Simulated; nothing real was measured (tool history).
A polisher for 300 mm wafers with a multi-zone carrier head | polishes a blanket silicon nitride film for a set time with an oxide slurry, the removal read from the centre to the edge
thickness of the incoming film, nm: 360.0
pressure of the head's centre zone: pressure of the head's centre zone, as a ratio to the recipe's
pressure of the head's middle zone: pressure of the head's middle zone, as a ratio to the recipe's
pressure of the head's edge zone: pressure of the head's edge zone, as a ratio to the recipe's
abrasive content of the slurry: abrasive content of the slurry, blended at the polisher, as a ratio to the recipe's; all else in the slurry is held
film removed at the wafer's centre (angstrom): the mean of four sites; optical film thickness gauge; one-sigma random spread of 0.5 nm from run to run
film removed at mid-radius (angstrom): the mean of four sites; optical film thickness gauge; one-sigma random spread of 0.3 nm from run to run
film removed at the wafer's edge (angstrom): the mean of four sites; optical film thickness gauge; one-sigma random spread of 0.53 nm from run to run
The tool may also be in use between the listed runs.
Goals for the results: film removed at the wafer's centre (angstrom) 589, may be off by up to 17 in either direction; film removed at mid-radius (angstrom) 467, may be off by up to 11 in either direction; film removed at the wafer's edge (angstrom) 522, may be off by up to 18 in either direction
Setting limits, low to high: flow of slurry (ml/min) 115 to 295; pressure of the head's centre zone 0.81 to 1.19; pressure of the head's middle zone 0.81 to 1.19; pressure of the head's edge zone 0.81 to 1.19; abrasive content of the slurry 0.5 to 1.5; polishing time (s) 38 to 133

run	hour	flow of slurry (ml/min)	pressure of the head's centre zone	pressure of the head's middle zone	pressure of the head's edge zone	abrasive content of the slurry	polishing time (s)	film removed at the wafer's centre (angstrom)	film removed at mid-radius (angstrom)	film removed at the wafer's edge (angstrom)
1	0	190	1	1	1	1	85	445.91	467.74	455.94
2	7.9	190	1	1	1	1	67	352.53	365.61	359.56
3	16.8	165	1	1	1	1	67	342.53	354.23	352.45
4	21.5	180	1.03	0.99	1.03	1.1	67	375.34	371.54	382.03
5	23.4	195	1.06	0.98	1.04	1.15	67	400.14	383.03	397.03
6	25.6	195	1.06	0.98	1.04	1	67	381.25	359.11	361.68
# hour 29.6: worn pad replaced by a new one
7	29.6	245	1.16	0.9	1	1.25	72	557.58	454.1	482.46
8	30.2	250	1.16	0.89	1.01	1.25	72	568.37	449.71	493.6
9	35	285	1.15	0.9	1.06	1.25	72	574.06	465.07	501.88

Pick the move, out of 4, that brings all results within their allowed miss; only one does.
A	39.8	295	1.19	0.98	1	1.2	67	?	?	?
B	39.8	295	1.15	0.93	1.04	1.15	73	?	?	?
C	39.8	295	1.16	0.88	1.08	1.3	72	?	?	?
D	39.8	295	1.19	0.91	1.02	1.1	75	?	?	?

move	film removed at the wafer's centre (angstrom)	film removed at mid-radius (angstrom)	film removed at the wafer's edge (angstrom)
A	539.63	451.63	443.3
B	557.34	463.47	482.08
C	584.2	461.38	509.47
D	580.75	458.7	481.63
A: its largest miss is bigger than the last run's
B: its largest miss is bigger than the last run's
C: in spec on every target
D: its largest miss is bigger than the last run's
The move that meets every target is C.

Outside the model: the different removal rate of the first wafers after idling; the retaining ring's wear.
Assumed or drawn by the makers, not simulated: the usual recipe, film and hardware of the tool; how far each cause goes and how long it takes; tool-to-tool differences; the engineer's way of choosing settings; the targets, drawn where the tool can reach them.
